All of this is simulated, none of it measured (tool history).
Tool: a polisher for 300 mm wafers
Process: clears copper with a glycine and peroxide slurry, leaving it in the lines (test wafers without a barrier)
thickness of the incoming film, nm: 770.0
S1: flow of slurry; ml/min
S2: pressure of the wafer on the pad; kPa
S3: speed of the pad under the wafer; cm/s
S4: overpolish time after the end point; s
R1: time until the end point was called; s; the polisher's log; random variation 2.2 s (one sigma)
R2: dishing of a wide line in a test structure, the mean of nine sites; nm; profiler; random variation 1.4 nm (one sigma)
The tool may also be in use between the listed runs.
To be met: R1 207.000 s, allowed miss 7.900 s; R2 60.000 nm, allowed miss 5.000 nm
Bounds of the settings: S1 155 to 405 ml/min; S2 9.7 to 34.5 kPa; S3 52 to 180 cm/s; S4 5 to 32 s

{"run": 1, "day": 0.0, "S1": 260, "S2": 22.1, "S3": 116, "S4": 16, "R1": 101.62, "R2": 70.936}
{"run": 2, "day": 0.108, "S1": 260, "S2": 26.9, "S3": 116, "S4": 16, "R1": 84.528, "R2": 80.154}
{"run": 3, "day": 0.442, "S1": 230, "S2": 26.9, "S3": 116, "S4": 16, "R1": 87.135, "R2": 78.539}
{"run": 4, "day": 0.708, "S1": 230, "S2": 26.9, "S3": 116, "S4": 13, "R1": 86.253, "R2": 65.211}
{"run": 5, "day": 0.812, "S1": 225, "S2": 24.8, "S3": 112, "S4": 14, "R1": 95.148, "R2": 64.76}
{"run": 6, "day": 1.088, "S1": 225, "S2": 20.0, "S3": 112, "S4": 14, "R1": 113.84, "R2": 57.948}
{"run": 7, "day": 1.404, "S1": 225, "S2": 18.6, "S3": 108, "S4": 15, "R1": 121.81, "R2": 56.886}
{"run": 8, "day": 1.588, "S1": 225, "S2": 17.2, "S3": 104, "S4": 16, "R1": 138.77, "R2": 56.317}

Which of these 4 next moves meets every target?
{"run": "A", "day": 1.771, "S1": 215, "S2": 12.4, "S3": 82, "S4": 26, "R1": "?", "R2": "?"}
{"run": "B", "day": 1.771, "S1": 225, "S2": 14.5, "S3": 80, "S4": 31, "R1": "?", "R2": "?"}
{"run": "C", "day": 1.771, "S1": 230, "S2": 14.5, "S3": 82, "S4": 28, "R1": "?", "R2": "?"}
{"run": "D", "day": 1.771, "S1": 235, "S2": 20.7, "S3": 180, "S4": 10, "R1": "?", "R2": "?"}

move=A R1=202.750 R2=57.830
move=B R1=186.030 R2=70.615
move=C R1=182.200 R2=66.526
move=D R1=72.035 R2=60.924
A: meets every target
B: nearer than the last run, and not there yet
C: nearer than the last run, and not there yet
D: further off than the last run
Answer: A

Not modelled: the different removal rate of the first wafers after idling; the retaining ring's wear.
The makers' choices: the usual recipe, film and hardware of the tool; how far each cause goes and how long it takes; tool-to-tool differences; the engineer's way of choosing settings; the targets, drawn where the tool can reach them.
